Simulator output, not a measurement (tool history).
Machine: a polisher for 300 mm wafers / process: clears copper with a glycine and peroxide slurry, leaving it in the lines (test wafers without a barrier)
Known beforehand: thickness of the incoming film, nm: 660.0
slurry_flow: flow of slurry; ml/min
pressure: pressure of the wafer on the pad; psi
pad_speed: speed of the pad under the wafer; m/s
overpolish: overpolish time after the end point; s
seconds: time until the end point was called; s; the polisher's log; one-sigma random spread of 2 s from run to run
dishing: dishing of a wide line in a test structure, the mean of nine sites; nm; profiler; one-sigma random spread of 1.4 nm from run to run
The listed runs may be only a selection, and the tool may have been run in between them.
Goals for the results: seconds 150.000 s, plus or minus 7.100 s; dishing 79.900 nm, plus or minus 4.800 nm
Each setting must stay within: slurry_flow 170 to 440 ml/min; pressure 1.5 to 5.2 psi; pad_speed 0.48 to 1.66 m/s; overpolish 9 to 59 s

run    day  slurry_flow  pressure  pad_speed  overpolish  seconds  dishing
  1  0.000          280       3.3       1.06          30  112.570   81.664
  2  0.154          320       3.3       1.06          30  109.910   82.556
  3  0.446          320       3.3       1.20          30   99.355   84.255
  4  0.742          320       3.9       1.20          30   87.445   90.499
  5  0.867          320       3.4       1.18          32   96.088   85.012
  6  0.979          320       3.4       1.18          41   99.723   95.145
  7  1.088          320       3.0       1.16          42  110.410   90.333
  8  1.300          320       2.7       1.14          43  115.190   89.304
  9  1.362          320       2.4       1.12          44  125.810   87.433
 10  1.483          320       2.2       1.12          44  133.650   85.731
     1.517  -- head pressure recalibrated
 11  1.517          320       2.1       1.12          44  129.200   85.909
 12  1.592          320       2.0       1.10          44  135.590   82.766
 13  1.892          320       2.0       1.10          44  139.540   82.618
 14  2.221          320       1.9       1.10          44  141.310   84.486

Exercise: of the 5 proposed moves below, exactly one satisfies all targets within the stated allowed misses. Which move is it?
  A  2.550          300       2.5       0.86          39        ?        ?
  B  2.550          305       1.7       1.22          46        ?        ?
  C  2.550          345       1.8       1.16          39        ?        ?
  D  2.550          390       1.5       0.98          35        ?        ?
  E  2.550          250       1.7       0.96          31        ?        ?

move  seconds  dishing
   A  152.850   76.828
   B  139.800   79.787
   C  140.190   76.051
   D  172.240   66.492
   E  172.840   62.700
A: in spec on every target
B: the biggest miss grows against the last run
C: the biggest miss grows against the last run
D: takes the result that was furthest off past its target
E: takes the result that was furthest off past its target
Go with A: it meets all targets.

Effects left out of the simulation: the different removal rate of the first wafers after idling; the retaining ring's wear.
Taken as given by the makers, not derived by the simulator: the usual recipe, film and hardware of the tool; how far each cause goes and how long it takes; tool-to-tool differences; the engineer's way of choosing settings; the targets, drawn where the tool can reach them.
